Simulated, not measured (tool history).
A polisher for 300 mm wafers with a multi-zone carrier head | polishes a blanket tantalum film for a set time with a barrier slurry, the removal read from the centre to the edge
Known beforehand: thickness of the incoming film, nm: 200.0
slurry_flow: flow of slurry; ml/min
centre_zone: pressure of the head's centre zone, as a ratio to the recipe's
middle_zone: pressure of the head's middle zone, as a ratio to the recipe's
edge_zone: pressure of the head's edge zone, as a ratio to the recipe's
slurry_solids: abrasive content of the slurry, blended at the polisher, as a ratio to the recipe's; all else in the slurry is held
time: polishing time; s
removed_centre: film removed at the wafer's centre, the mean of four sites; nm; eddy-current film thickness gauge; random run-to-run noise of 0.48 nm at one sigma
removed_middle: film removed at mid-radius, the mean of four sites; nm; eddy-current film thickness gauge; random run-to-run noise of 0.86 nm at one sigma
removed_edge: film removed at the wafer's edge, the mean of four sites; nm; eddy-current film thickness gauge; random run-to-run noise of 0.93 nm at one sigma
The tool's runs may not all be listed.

Run 1, hour 0: slurry_flow 270 ml/min, centre_zone 1, middle_zone 1, edge_zone 1, slurry_solids 1, time 47 s. Result: removed_centre 84.278 nm, removed_middle 82.847 nm, removed_edge 83.79 nm.
Run 2, hour 7.5: slurry_flow 270 ml/min, centre_zone 1, middle_zone 1, edge_zone 1, slurry_solids 0.9, time 47 s. Result: removed_centre 79.802 nm, removed_middle 81.114 nm, removed_edge 79.497 nm.
Run 3, hour 12.8: slurry_flow 265 ml/min, centre_zone 1, middle_zone 0.96, edge_zone 1, slurry_solids 0.85, time 46 s. Result: removed_centre 75.902 nm, removed_middle 70.315 nm, removed_edge 75.062 nm.
Run 4, hour 16.1: slurry_flow 265 ml/min, centre_zone 0.94, middle_zone 0.96, edge_zone 1, slurry_solids 0.85, time 46 s. Result: removed_centre 71.346 nm, removed_middle 72.852 nm, removed_edge 77.335 nm.
Run 5, hour 18.8: slurry_flow 265 ml/min, centre_zone 0.94, middle_zone 0.96, edge_zone 1, slurry_solids 0.95, time 46 s. Result: removed_centre 74.889 nm, removed_middle 76.28 nm, removed_edge 80.736 nm.
Run 6, hour 26.5: slurry_flow 265 ml/min, centre_zone 0.94, middle_zone 1.03, edge_zone 1, slurry_solids 0.95, time 46 s. Result: removed_centre 75.219 nm, removed_middle 81.658 nm, removed_edge 79.466 nm.
Run 7, hour 31.2: slurry_flow 260 ml/min, centre_zone 0.95, middle_zone 1, edge_zone 0.98, slurry_solids 0.9, time 46 s. Result: removed_centre 73.418 nm, removed_middle 77.695 nm, removed_edge 78.043 nm.
Run 8, hour 32.8: slurry_flow 260 ml/min, centre_zone 0.96, middle_zone 0.98, edge_zone 0.98, slurry_solids 0.85, time 46 s. Result: removed_centre 72.612 nm, removed_middle 73.927 nm, removed_edge 74.416 nm.
Run 9, hour 40.6: slurry_flow 250 ml/min, centre_zone 0.96, middle_zone 0.95, edge_zone 0.97, slurry_solids 0.85, time 46 s. Result: removed_centre 71.793 nm, removed_middle 72.743 nm, removed_edge 74.894 nm.
Run 10, hour 44.9: slurry_flow 250 ml/min, centre_zone 0.97, middle_zone 0.93, edge_zone 0.97, slurry_solids 0.8, time 46 s. Result: removed_centre 70.525 nm, removed_middle 67.656 nm, removed_edge 71.525 nm.
Run 11, hour 47.8: slurry_flow 240 ml/min, centre_zone 0.97, middle_zone 0.91, edge_zone 0.97, slurry_solids 0.8, time 46 s. Result: removed_centre 69.112 nm, removed_middle 66.199 nm, removed_edge 70.934 nm.
Run 12, hour 48.9: slurry_flow 235 ml/min, centre_zone 0.98, middle_zone 0.9, edge_zone 0.97, slurry_solids 0.8, time 46 s. Result: removed_centre 70.508 nm, removed_middle 65.727 nm, removed_edge 71.09 nm.

Run 13 is up next; what results do you expect?
Run 13, hour 55.8: slurry_flow 230 ml/min, centre_zone 0.98, middle_zone 0.88, edge_zone 0.96, slurry_solids 0.8, time 46 s. Result: removed_centre ?, removed_middle ?, removed_edge ?.

{"run 13": {"removed_centre": 69.817, "removed_middle": 63.745, "removed_edge": 71.566}}

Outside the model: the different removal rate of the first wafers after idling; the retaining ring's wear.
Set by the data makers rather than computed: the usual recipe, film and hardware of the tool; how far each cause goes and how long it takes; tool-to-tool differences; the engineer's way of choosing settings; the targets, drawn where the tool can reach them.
